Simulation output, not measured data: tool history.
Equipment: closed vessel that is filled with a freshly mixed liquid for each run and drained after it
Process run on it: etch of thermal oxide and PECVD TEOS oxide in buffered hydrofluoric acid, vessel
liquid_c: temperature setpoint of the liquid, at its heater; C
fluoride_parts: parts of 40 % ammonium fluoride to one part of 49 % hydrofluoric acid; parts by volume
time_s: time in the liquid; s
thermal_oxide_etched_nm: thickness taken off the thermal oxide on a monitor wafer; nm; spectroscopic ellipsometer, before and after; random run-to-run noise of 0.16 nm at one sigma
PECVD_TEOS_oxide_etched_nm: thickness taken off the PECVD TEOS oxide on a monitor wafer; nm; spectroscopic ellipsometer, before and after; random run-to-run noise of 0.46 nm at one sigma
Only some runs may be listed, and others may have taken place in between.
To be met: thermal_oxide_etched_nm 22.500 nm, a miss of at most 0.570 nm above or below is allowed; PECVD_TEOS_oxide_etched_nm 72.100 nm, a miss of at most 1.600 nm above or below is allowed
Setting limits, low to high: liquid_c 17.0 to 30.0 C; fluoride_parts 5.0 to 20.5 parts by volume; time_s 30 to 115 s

run	hour	liquid_c	fluoride_parts	time_s	thermal_oxide_etched_nm	PECVD_TEOS_oxide_etched_nm
1	0.0	22.0	12.5	60	50.423	162.020
2	3.9	22.0	12.5	80	66.816	215.490
3	5.6	22.0	12.5	65	54.461	173.990
4	9.2	20.5	14.5	65	43.345	138.290
5	12.6	23.0	14.5	65	49.667	160.690
6	15.3	25.0	14.5	65	55.486	177.750
7	18.5	22.5	16.0	65	43.733	138.460
8	20.1	21.0	17.0	65	37.705	121.600
9	26.6	20.0	18.0	65	34.452	108.660
10	28.9	19.0	18.5	65	30.963	101.430
11	29.8	18.5	19.0	60	27.463	88.596
12	31.9	18.0	19.5	60	25.986	83.439
13	35.7	17.5	20.0	60	24.757	79.510
14	40.0	17.0	20.5	60	22.968	75.242

Which of these 4 next moves meets every target?
A	44.3	18.0	18.0	50	?	?
B	44.3	17.0	18.5	55	?	?
C	44.3	17.5	18.0	50	?	?
D	44.3	17.0	20.5	55	?	?

move	thermal_oxide_etched_nm	PECVD_TEOS_oxide_etched_nm
A	23.383	74.518
B	23.646	75.356
C	22.726	72.426
D	21.521	68.584
A: nearer than the last run, and not there yet
B: about the same distance from the targets as the last run
C: every result within its allowed miss
D: the result that was furthest off in the last run now lies on the other side of its target
Move C is the one to make.

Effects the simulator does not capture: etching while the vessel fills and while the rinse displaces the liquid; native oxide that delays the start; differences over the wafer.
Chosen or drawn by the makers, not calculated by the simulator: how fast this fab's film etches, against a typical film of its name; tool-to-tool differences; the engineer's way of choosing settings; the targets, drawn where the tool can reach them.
